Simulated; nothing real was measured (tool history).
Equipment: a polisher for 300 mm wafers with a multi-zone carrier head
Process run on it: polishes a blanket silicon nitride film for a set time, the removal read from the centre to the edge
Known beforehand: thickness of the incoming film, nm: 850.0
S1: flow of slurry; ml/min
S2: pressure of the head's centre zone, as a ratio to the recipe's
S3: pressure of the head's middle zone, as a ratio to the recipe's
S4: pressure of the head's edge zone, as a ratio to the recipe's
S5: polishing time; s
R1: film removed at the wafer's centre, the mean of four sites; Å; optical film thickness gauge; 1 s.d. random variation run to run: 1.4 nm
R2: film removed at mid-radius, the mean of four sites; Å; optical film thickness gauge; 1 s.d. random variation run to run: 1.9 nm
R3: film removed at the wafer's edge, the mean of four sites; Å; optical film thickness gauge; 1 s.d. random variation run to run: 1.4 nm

run 1 hour=0 | S1=235 S2=1 S3=1 S4=1 S5=72 | R1=1616.9 R2=1673.8 R3=1727.7
run 2 hour=1.1 | S1=235 S2=1 S3=0.96 S4=1 S5=72 | R1=1649.8 R2=1624.9 R3=1717.5
run 3 hour=6.5 | S1=235 S2=0.92 S3=0.96 S4=1 S5=72 | R1=1520.6 R2=1582.3 R3=1721.9
run 4 hour=15.2 | S1=235 S2=0.92 S3=0.96 S4=1 S5=60 | R1=1302.4 R2=1327.3 R3=1429.7
run 5 hour=16.5 | S1=235 S2=0.86 S3=0.96 S4=1 S5=60 | R1=1173.1 R2=1325.6 R3=1430
run 6 hour=22.1 | S1=235 S2=0.86 S3=0.96 S4=1 S5=71 | R1=1393.7 R2=1562.5 R3=1678
run 7 hour=30.8 | S1=230 S2=0.85 S3=0.96 S4=0.98 S5=70 | R1=1354.5 R2=1538.7 R3=1646.9
run 8 hour=38.4 | S1=230 S2=0.84 S3=0.96 S4=0.96 S5=69 | R1=1338.8 R2=1520.9 R3=1606.5
run 9 hour=46.4 | S1=225 S2=0.83 S3=0.96 S4=0.95 S5=68 | R1=1294.7 R2=1489.5 R3=1551.5

Run 10 comes next. What will it give?
run 10 hour=48 | S1=220 S2=0.83 S3=0.96 S4=0.95 S5=68 | R1=? R2=? R3=?

R1: 1316.7 Å
R2: 1509.8 Å
R3: 1576.6 Å
